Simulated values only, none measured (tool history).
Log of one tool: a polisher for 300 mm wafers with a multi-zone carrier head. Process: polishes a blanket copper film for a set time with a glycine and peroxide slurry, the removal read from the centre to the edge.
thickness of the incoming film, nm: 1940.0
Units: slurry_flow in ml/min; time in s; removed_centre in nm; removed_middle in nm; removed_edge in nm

run,hour,slurry_flow,centre_zone,middle_zone,edge_zone,time,removed_centre,removed_middle,removed_edge
1,0,250,1,1,1,83,397.88,394.22,383.36
2,4.7,250,1,1.08,1,83,391.25,416.98,375.72
3,9.4,215,1,1.08,1,83,388.22,414.78,377.75
4,11,215,1,1.08,1,72,338.87,355.94,329.86
5,16.1,210,0.96,1.07,1,71,316.22,354.16,325.41
6,21.2,205,0.94,1.05,1,70,305.16,336.81,320.65
7,27.4,200,0.92,1.05,1,70,299.1,335.18,316.05
8,29.5,195,0.9,1.05,1.01,70,281.86,336.69,323.35

The next listed run, before its measurement:
9,35.7,190,0.9,1.04,1.01,70,?,?,?

{"run 9": {"removed_centre": 282.82, "removed_middle": 335.39, "removed_edge": 318.66}}
